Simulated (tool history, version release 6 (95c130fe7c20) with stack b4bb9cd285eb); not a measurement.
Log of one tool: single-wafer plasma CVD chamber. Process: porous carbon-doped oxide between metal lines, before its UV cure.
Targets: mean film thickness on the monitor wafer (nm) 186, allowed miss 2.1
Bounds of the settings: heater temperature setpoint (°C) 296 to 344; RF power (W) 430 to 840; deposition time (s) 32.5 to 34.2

| run | hour | heater temperature setpoint (°C) | RF power (W) | deposition time (s) | mean film thickness on the monitor wafer (nm) |
|---|---|---|---|---|---|
| 1 | 0 | 320 | 635 | 34.2 | 207.26 |
| 2 | 4.7 | 311 | 635 | 34.2 | 215.61 |
| 3 | 12.9 | 320 | 630 | 34.2 | 205.68 |
| 4 | 21.3 | 326 | 625 | 34.2 | 199.87 |
| 5 | 26.9 | 333 | 625 | 34.2 | 193.59 |
| 6 | 35.7 | 336 | 625 | 34.2 | 191.39 |
| 7 | 38.2 | 338 | 625 | 34.2 | 190.27 |
| 8 | 44 | 340 | 625 | 34.2 | 187.88 |

4 next moves are on the table. One of them brings every result within its allowed miss. Which?
| A | 49.8 | 334 | 625 | 33.8 | ? |
| B | 49.8 | 340 | 705 | 32.5 | ? |
| C | 49.8 | 337 | 630 | 34 | ? |
| D | 49.8 | 344 | 665 | 33.2 | ? |

| move | mean film thickness on the monitor wafer (nm) |
|---|---|
| A | 190.31 |
| B | 190 |
| C | 189.89 |
| D | 185.48 |
A: further off than the last run
B: further off than the last run
C: further off than the last run
D: meets every target
The right move is D.
